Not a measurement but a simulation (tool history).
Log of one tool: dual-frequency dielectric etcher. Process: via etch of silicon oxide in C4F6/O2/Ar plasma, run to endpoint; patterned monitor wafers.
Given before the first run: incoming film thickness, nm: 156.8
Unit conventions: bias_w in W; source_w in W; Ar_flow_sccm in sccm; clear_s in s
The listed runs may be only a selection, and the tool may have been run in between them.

run,hour,bias_w,source_w,Ar_flow_sccm,clear_s
1,0,585,370,355,32.334
2,8.6,544,370,355,33.571
3,13.5,512,370,356,34.419
4,19.8,512,400,356,33.64
5,24.3,512,350,356,35.404
6,31.9,497,350,356,35.728
# hour 36.6: Ar flow controller replaced
7,36.6,484,350,356,36.408

What will run 8 give?
8,43.3,477,350,356,?

Run 8 produced clear_s 36.751 s.
